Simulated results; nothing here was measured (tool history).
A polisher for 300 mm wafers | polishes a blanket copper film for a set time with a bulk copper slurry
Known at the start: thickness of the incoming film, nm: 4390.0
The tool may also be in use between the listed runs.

run	hour	flow of slurry (ml/min)	pressure of the wafer on the pad (kPa)	speed of the pad under the wafer (m/s)	abrasive content of the slurry	polishing time (s)	film removed (nm)
1	0	230	13.1	1.24	1	51	418.32
2	1.5	230	13.1	1.12	1	51	385.35
3	9	260	13.1	1.12	1	51	384.57
4	14.1	260	12.4	1.12	1	51	380.54
5	14.9	260	12.4	1.12	1.15	51	394.12
6	23.3	285	12.4	1.12	1.15	51	397.36

The next listed run, before its measurement:
7	25.9	285	11	1.12	1.15	51	?

film removed (nm): 373.25

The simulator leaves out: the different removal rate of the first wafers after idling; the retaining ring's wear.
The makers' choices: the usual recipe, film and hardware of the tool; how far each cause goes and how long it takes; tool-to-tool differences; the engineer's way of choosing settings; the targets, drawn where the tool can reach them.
